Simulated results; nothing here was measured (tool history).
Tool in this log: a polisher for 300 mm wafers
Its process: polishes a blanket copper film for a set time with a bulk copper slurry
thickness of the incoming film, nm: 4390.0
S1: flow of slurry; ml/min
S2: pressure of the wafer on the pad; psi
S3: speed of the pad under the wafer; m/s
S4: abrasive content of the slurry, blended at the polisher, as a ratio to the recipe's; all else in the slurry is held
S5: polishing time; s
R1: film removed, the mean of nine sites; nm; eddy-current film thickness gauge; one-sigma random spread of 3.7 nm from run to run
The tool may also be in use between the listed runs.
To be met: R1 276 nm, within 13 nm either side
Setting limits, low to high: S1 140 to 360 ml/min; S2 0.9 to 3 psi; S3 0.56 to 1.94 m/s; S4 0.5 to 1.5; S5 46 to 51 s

Run 1, hour 0: S1 230 ml/min, S2 1.9 psi, S3 1.24 m/s, S4 1, S5 51 s. Result: R1 418.32 nm.
Run 2, hour 1.5: S1 230 ml/min, S2 1.9 psi, S3 1.12 m/s, S4 1, S5 51 s. Result: R1 385.35 nm.
Run 3, hour 9: S1 260 ml/min, S2 1.9 psi, S3 1.12 m/s, S4 1, S5 51 s. Result: R1 384.57 nm.
Run 4, hour 14.1: S1 260 ml/min, S2 1.8 psi, S3 1.12 m/s, S4 1, S5 51 s. Result: R1 380.54 nm.
Run 5, hour 14.9: S1 260 ml/min, S2 1.8 psi, S3 1.12 m/s, S4 1.15, S5 51 s. Result: R1 394.12 nm.
Run 6, hour 23.3: S1 285 ml/min, S2 1.8 psi, S3 1.12 m/s, S4 1.15, S5 51 s. Result: R1 397.36 nm.
Run 7, hour 25.9: S1 285 ml/min, S2 1.6 psi, S3 1.12 m/s, S4 1.15, S5 51 s. Result: R1 373.25 nm.
Run 8, hour 30.2: S1 285 ml/min, S2 1.4 psi, S3 1.1 m/s, S4 1.15, S5 51 s. Result: R1 344.53 nm.
Run 9, hour 34.2: S1 285 ml/min, S2 1.3 psi, S3 1.08 m/s, S4 1.15, S5 51 s. Result: R1 329.87 nm.
Run 10, hour 35.6: S1 285 ml/min, S2 1.2 psi, S3 1.06 m/s, S4 1.15, S5 51 s. Result: R1 312.22 nm.

5 next moves are on the table. One of them brings every result within its allowed miss. Which?
Run A, hour 37: S1 345 ml/min, S2 1.2 psi, S3 1.38 m/s, S4 1.25, S5 49 s. Result: R1 ?.
Run B, hour 37: S1 290 ml/min, S2 1.4 psi, S3 1.06 m/s, S4 1.2, S5 51 s. Result: R1 ?.
Run C, hour 37: S1 290 ml/min, S2 1 psi, S3 1.2 m/s, S4 1.15, S5 46 s. Result: R1 ?.
Run D, hour 37: S1 230 ml/min, S2 1.3 psi, S3 1.28 m/s, S4 1.15, S5 48 s. Result: R1 ?.
Run E, hour 37: S1 310 ml/min, S2 1.2 psi, S3 1.24 m/s, S4 1.35, S5 51 s. Result: R1 ?.

move      R1
   A  365.53
   B  342.43
   C  278.46
   D  334.16
   E  361.28
A: the biggest miss grows against the last run
B: the biggest miss grows against the last run
C: in spec on every target
D: the biggest miss grows against the last run
E: the biggest miss grows against the last run
Move C is the one to make.

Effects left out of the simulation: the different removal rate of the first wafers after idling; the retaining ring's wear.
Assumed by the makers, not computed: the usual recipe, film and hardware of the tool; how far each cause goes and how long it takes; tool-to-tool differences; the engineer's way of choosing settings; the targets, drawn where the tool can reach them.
